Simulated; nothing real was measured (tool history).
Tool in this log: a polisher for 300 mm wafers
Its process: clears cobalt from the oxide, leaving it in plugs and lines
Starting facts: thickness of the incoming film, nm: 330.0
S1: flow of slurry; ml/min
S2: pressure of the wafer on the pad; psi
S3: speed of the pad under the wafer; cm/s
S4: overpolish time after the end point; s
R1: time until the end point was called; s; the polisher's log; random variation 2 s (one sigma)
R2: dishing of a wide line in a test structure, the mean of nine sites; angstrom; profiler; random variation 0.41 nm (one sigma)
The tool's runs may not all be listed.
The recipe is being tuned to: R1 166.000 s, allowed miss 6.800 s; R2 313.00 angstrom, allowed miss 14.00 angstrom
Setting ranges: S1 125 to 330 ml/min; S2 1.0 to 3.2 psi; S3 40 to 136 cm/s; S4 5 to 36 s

run    day   S1   S2  S3  S4       R1      R2
  1  0.000  210  2.1  88  18   75.240  385.40
  2  0.329  210  2.1  72  18   90.639  341.10
  3  0.579  210  1.7  72  18  113.200  323.01
  4  0.629  210  1.7  58  18  134.180  280.31
  5  0.938  210  1.7  58  25  138.280  348.96
     1.183  -- slurry nozzle cleaned
  6  1.183  210  1.6  58  25  138.850  338.60
  7  1.325  210  1.5  58  25  146.240  327.17
  8  1.462  210  1.4  58  25  159.600  317.91

Next run, 4 choices. One meets every target within its allowed miss, the rest don't. Which?
  A  1.600  195  1.1  80  22   ?   ?
  B  1.600  240  1.2  70  23   ?   ?
  C  1.600  205  1.5  52  26   ?   ?
  D  1.600  200  1.4  64  25   ?   ?

move       R1      R2
   A  148.730  306.82
   B  152.460  310.52
   C  166.450  317.07
   D  146.220  332.22
A: lands further from the targets than the last run did
B: lands further from the targets than the last run did
C: each result inside its tolerance
D: lands further from the targets than the last run did
Answer: C

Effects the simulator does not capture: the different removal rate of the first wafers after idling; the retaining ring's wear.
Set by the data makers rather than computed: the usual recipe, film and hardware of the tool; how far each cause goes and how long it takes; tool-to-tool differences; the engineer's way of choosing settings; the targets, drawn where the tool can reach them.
